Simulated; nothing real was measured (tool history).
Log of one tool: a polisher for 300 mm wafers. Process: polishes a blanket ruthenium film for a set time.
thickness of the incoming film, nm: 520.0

run	hour	flow of slurry (ml/min)	pressure of the wafer on the pad (kPa)	speed of the pad under the wafer (cm/s)	polishing time (s)	film removed (Å)
1	0.0	170	14.5	80	66	556.67
2	0.6	170	13.8	80	66	499.56
3	9.3	170	13.1	80	66	490.87
4	16.6	170	13.1	92	66	541.83
5	23.2	200	13.1	92	66	567.82
6	24.9	200	13.1	84	66	538.20
7	27.8	190	13.1	84	66	516.50

The next listed run, before its measurement:
8	36.3	185	12.4	84	66	?

{"run 8": {"film removed (Å)": 478.15}}
